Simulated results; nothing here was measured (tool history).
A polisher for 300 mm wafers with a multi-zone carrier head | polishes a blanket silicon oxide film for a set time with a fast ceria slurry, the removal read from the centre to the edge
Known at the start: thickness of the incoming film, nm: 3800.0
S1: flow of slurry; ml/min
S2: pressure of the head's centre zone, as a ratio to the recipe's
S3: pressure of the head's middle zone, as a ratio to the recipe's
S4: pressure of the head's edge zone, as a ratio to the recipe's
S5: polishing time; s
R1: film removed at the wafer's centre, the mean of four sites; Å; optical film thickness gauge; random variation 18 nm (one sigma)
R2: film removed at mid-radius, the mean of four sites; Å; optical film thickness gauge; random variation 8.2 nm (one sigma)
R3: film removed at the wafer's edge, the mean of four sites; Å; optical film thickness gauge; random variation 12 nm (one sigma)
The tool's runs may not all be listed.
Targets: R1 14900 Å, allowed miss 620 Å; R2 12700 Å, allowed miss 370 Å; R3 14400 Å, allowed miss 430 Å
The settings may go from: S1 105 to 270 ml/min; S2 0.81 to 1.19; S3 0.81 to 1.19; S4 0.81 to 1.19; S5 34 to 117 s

run 1 hour=0.0 | S1=175 S2=1.00 S3=1.00 S4=1.00 S5=75 | R1=11071 R2=11243 R3=11649
run 2 hour=3.0 | S1=180 S2=1.02 S3=1.00 S4=1.02 S5=76 | R1=11629 R2=11569 R3=11872
run 3 hour=5.7 | S1=140 S2=1.02 S3=1.00 S4=1.02 S5=76 | R1=11307 R2=11281 R3=11681
run 4 hour=7.2 | S1=145 S2=1.03 S3=0.99 S4=1.04 S5=77 | R1=11818 R2=11264 R3=11966
run 5 hour=7.8 | S1=150 S2=1.04 S3=0.99 S4=1.06 S5=78 | R1=12176 R2=11345 R3=12061
run 6 hour=14.0 | S1=150 S2=1.08 S3=0.99 S4=1.06 S5=78 | R1=12557 R2=11499 R3=12157
run 7 hour=17.3 | S1=155 S2=1.08 S3=0.99 S4=1.08 S5=79 | R1=12503 R2=11587 R3=12566
run 8 hour=24.7 | S1=160 S2=1.09 S3=0.99 S4=1.09 S5=80 | R1=12767 R2=11891 R3=12873
run 9 hour=25.9 | S1=165 S2=1.10 S3=0.99 S4=1.10 S5=81 | R1=13203 R2=11986 R3=13006
run 10 hour=32.0 | S1=170 S2=1.11 S3=0.99 S4=1.11 S5=82 | R1=13313 R2=12293 R3=13102
run 11 hour=39.5 | S1=185 S2=1.17 S3=0.91 S4=1.18 S5=89 | R1=15696 R2=12497 R3=14931
run 12 hour=48.2 | S1=185 S2=1.16 S3=0.91 S4=1.17 S5=89 | R1=15639 R2=12440 R3=14997
run 13 hour=51.2 | S1=185 S2=1.16 S3=0.92 S4=1.16 S5=89 | R1=15194 R2=12528 R3=15011

5 next moves are on the table. One of them brings every result within its allowed miss. Which?
run A hour=54.2 | S1=175 S2=1.16 S3=0.97 S4=1.16 S5=86 | R1=? R2=? R3=?
run B hour=54.2 | S1=205 S2=1.16 S3=0.88 S4=1.17 S5=86 | R1=? R2=? R3=?
run C hour=54.2 | S1=140 S2=1.09 S3=0.89 S4=1.19 S5=91 | R1=? R2=? R3=?
run D hour=54.2 | S1=135 S2=1.19 S3=0.98 S4=1.04 S5=88 | R1=? R2=? R3=?
run E hour=54.2 | S1=240 S2=1.06 S3=0.91 S4=1.16 S5=89 | R1=? R2=? R3=?

move=A R1=14537 R2=12534 R3=14242
move=B R1=14825 R2=11768 R3=14513
move=C R1=14037 R2=12012 R3=14987
move=D R1=14700 R2=12527 R3=13471
move=E R1=14339 R2=12738 R3=15132
A: meets every target
B: brings the result that was furthest off to its target, and leaves another outside
C: further off than the last run
D: takes the result that was furthest off past its target
E: further off than the last run
Answer: A
